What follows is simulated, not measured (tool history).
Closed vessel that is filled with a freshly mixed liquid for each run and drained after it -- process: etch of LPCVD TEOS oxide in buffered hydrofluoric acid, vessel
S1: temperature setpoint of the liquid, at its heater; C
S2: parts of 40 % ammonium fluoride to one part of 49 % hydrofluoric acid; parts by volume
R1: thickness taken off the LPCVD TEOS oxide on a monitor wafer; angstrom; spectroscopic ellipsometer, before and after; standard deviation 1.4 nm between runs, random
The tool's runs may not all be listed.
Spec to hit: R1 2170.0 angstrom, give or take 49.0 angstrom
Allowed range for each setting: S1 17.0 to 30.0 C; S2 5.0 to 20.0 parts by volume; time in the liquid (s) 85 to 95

{"run": 1, "day": 0.0, "S1": 22.0, "S2": 12.0, "time in the liquid (s)": 85, "R1": 3807.9}
{"run": 2, "day": 0.038, "S1": 20.5, "S2": 13.0, "time in the liquid (s)": 85, "R1": 3264.7}
{"run": 3, "day": 0.162, "S1": 20.5, "S2": 13.0, "time in the liquid (s)": 85, "R1": 3260.3}
{"run": 4, "day": 0.408, "S1": 19.5, "S2": 14.0, "time in the liquid (s)": 85, "R1": 2867.7}
{"run": 5, "day": 0.7, "S1": 17.0, "S2": 14.0, "time in the liquid (s)": 85, "R1": 2464.2}
{"run": 6, "day": 1.05, "S1": 17.0, "S2": 14.0, "time in the liquid (s)": 85, "R1": 2496.2}
{"run": 7, "day": 1.096, "S1": 17.0, "S2": 14.5, "time in the liquid (s)": 85, "R1": 2384.0}
{"run": 8, "day": 1.288, "S1": 17.0, "S2": 15.0, "time in the liquid (s)": 85, "R1": 2308.2}
{"run": 9, "day": 1.617, "S1": 17.0, "S2": 15.5, "time in the liquid (s)": 85, "R1": 2252.3}

Which single option among these 4 for the next run brings every result within its allowed miss of target? Just one does.
{"run": "A", "day": 1.946, "S1": 18.0, "S2": 18.0, "time in the liquid (s)": 95, "R1": "?"}
{"run": "B", "day": 1.946, "S1": 17.0, "S2": 16.0, "time in the liquid (s)": 85, "R1": "?"}
{"run": "C", "day": 1.946, "S1": 19.0, "S2": 17.0, "time in the liquid (s)": 90, "R1": "?"}
{"run": "D", "day": 1.946, "S1": 19.0, "S2": 16.5, "time in the liquid (s)": 85, "R1": "?"}

move=A R1=2276.7
move=B R1=2161.3
move=C R1=2415.2
move=D R1=2349.1
A: further off than the last run
B: all results in spec
C: further off than the last run
D: further off than the last run
Go with B: it meets all targets.

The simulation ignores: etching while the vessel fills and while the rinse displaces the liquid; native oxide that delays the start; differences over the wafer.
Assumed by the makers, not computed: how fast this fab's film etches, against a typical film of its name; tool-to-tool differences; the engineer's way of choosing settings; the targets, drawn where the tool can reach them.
